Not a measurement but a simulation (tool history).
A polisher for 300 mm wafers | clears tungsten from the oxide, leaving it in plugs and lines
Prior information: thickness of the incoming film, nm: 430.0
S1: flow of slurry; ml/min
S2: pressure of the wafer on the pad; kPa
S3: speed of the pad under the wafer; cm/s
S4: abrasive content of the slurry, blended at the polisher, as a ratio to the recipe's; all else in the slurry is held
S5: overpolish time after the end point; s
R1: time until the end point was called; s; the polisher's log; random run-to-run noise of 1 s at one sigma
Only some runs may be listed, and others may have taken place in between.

| run | hour | S1 | S2 | S3 | S4 | S5 | R1 |
|---|---|---|---|---|---|---|---|
| 1 | 0 | 140 | 22.8 | 116 | 1 | 8 | 82.786 |
| 2 | 6.3 | 115 | 22.8 | 116 | 1 | 8 | 87.453 |
| 3 | 12.2 | 140 | 22.8 | 116 | 1 | 8 | 81.072 |
| 4 | 19.2 | 145 | 23.4 | 116 | 1 | 8 | 77.549 |
| 5 | 21.5 | 150 | 23.4 | 116 | 1 | 8 | 75.556 |
| 6 | 28.7 | 150 | 20.7 | 116 | 1 | 8 | 86.911 |
| 7 | 32.2 | 155 | 21.4 | 116 | 1 | 8 | 86.054 |
| 8 | 36.3 | 155 | 22.1 | 116 | 1 | 8 | 82.545 |
| 9 | 39.9 | 155 | 22.8 | 116 | 1 | 8 | 80.135 |

For run 10, what comes out?
| 10 | 41.7 | 155 | 23.4 | 116 | 1 | 8 | ? |

Run 10 yielded R1 80.599 s.
